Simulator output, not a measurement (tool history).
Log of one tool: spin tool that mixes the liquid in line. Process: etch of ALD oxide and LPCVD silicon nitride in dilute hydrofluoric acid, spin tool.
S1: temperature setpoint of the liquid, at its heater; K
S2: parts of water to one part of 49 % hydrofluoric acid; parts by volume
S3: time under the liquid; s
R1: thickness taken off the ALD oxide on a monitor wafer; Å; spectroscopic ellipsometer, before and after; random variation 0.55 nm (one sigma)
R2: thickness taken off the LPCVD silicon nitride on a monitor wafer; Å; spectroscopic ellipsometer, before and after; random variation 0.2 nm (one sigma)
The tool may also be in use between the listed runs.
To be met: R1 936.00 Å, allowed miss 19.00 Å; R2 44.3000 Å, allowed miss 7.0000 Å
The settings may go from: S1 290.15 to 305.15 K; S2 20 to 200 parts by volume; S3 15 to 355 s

run  hour      S1   S2   S3       R1       R2
  1   0.0  297.15  110  180   173.43   8.4326
  2   1.0  297.15  140  180   130.99   5.9731
  3   4.4  298.65  105  210   227.03  10.0940
  4  12.1  298.65  140  210   163.83   8.7858
  5  17.5  298.65  170  210   128.20   7.0758
  6  24.8  300.15  125  235   217.81  10.8970
  7  29.1  301.65   95  260   352.54  16.5560
  8  31.7  302.65   75  270   496.69  23.8100
  9  35.4  303.15   60  270   644.39  33.6230
 10  43.7  303.15   50  270   777.04  36.6460
 11  51.4  305.15   40  270  1081.60  56.2520
 12  52.6  304.65   40  270  1053.80  57.8130
 13  53.8  304.15   40  270  1047.30  51.3590
 14  58.2  302.65   50  270   774.40  39.2260
 15  61.7  303.15   50  270   783.51  38.2660
 16  64.7  303.65   50  270   800.02  41.8350

Which of these 4 next moves meets every target?
  A  67.7  304.65  55  320   ?   ?
  B  67.7  305.15  40  180   ?   ?
  C  67.7  300.65  50  355   ?   ?
  D  67.7  303.65  50  295   ?   ?

move      R1       R2
   A  882.24  45.7530
   B  712.74  36.4260
   C  926.97  43.0690
   D  867.35  43.4930
A: nearer than the last run, and not there yet
B: further off than the last run
C: meets every target
D: nearer than the last run, and not there yet
Answer: C
